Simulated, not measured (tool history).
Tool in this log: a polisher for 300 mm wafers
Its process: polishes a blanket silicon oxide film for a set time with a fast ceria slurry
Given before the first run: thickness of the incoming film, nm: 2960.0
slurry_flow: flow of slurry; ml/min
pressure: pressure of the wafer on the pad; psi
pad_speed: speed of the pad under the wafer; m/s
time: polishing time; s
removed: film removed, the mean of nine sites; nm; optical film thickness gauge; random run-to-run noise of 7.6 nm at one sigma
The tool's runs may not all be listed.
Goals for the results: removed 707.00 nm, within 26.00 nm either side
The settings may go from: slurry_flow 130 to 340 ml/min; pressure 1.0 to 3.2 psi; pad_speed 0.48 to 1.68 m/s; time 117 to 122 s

{"run": 1, "hour": 0.0, "slurry_flow": 220, "pressure": 2.1, "pad_speed": 1.08, "time": 117, "removed": 1591.3}
{"run": 2, "hour": 8.9, "slurry_flow": 220, "pressure": 1.8, "pad_speed": 1.0, "time": 117, "removed": 1259.9}
{"run": 3, "hour": 15.7, "slurry_flow": 220, "pressure": 1.8, "pad_speed": 1.0, "time": 117, "removed": 1265.2}
{"run": 4, "hour": 23.1, "slurry_flow": 220, "pressure": 1.8, "pad_speed": 1.0, "time": 122, "removed": 1344.7}
{"run": 5, "hour": 24.7, "slurry_flow": 220, "pressure": 1.6, "pad_speed": 0.94, "time": 122, "removed": 1160.6}
{"run": 6, "hour": 26.3, "slurry_flow": 185, "pressure": 1.6, "pad_speed": 0.94, "time": 122, "removed": 1116.3}
{"run": 7, "hour": 31.6, "slurry_flow": 180, "pressure": 1.4, "pad_speed": 0.9, "time": 122, "removed": 973.19}
{"run": 8, "hour": 39.2, "slurry_flow": 175, "pressure": 1.3, "pad_speed": 0.88, "time": 122, "removed": 880.85}
{"run": 9, "hour": 40.9, "slurry_flow": 170, "pressure": 1.2, "pad_speed": 0.86, "time": 122, "removed": 834.91}
{"hour": 48.3, "done": "worn pad replaced by a new one"}
{"run": 10, "hour": 48.3, "slurry_flow": 165, "pressure": 1.1, "pad_speed": 0.84, "time": 122, "removed": 848.74}
{"run": 11, "hour": 55.8, "slurry_flow": 160, "pressure": 1.1, "pad_speed": 0.8, "time": 122, "removed": 821.78}
{"run": 12, "hour": 64.1, "slurry_flow": 160, "pressure": 1.1, "pad_speed": 0.76, "time": 122, "removed": 779.93}
{"run": 13, "hour": 67.8, "slurry_flow": 160, "pressure": 1.1, "pad_speed": 0.74, "time": 122, "removed": 756.46}

Below are 4 possible settings for the next run. Only one of them brings all results inside the allowed miss of their targets. Which is it?
{"run": "A", "hour": 71.5, "slurry_flow": 190, "pressure": 1.2, "pad_speed": 0.64, "time": 117, "removed": "?"}
{"run": "B", "hour": 71.5, "slurry_flow": 210, "pressure": 1.4, "pad_speed": 0.48, "time": 117, "removed": "?"}
{"run": "C", "hour": 71.5, "slurry_flow": 160, "pressure": 1.2, "pad_speed": 0.74, "time": 122, "removed": "?"}
{"run": "D", "hour": 71.5, "slurry_flow": 140, "pressure": 1.0, "pad_speed": 0.72, "time": 117, "removed": "?"}

move=A removed=712.50
move=B removed=655.79
move=C removed=822.85
move=D removed=661.25
A: all results land within tolerance of their targets
B: takes the biggest miss from the last run beyond its target
C: moves away from the targets compared with the last run
D: takes the biggest miss from the last run beyond its target
A is the move that brings every result within its allowed miss.

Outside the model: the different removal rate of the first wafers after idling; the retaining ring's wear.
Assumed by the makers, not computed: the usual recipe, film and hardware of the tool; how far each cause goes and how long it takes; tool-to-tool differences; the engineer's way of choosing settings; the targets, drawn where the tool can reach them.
